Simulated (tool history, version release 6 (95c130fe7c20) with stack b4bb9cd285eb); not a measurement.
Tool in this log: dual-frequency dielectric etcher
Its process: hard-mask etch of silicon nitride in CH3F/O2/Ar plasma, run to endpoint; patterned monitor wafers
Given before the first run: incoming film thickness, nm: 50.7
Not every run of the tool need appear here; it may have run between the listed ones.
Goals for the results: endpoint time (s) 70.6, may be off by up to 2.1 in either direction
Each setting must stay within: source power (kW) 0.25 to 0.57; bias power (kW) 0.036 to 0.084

run  hour  source power (kW)  bias power (kW)  endpoint time (s)
  1     0               0.41             0.06             80.444
  2   3.3               0.35             0.06             85.875
  3   9.8               0.41             0.06             79.201
  4  11.8               0.42             0.06             79.215
     18.8  -- wet clean of the chamber
  5  18.8               0.43            0.061             82.005
  6    22               0.47            0.061             78.682
  7  29.8               0.47            0.061             77.544
  8  36.4               0.48            0.062              75.84
  9  37.5               0.49            0.063             76.766
 10  44.5                0.5            0.065             74.314

4 next moves are on the table. One of them brings every result within its allowed miss. Which?
  A  51.5                0.5            0.059                  ?
  B  51.5               0.46             0.06                  ?
  C  51.5               0.51            0.072                  ?
  D  51.5               0.56            0.077                  ?

move  endpoint time (s)
   A             78.198
   B             80.394
   C              70.67
   D             65.913
A: its largest miss is bigger than the last run's
B: its largest miss is bigger than the last run's
C: meets every target
D: takes the biggest miss from the last run beyond its target
So the answer is move C, the one that meets all the targets.
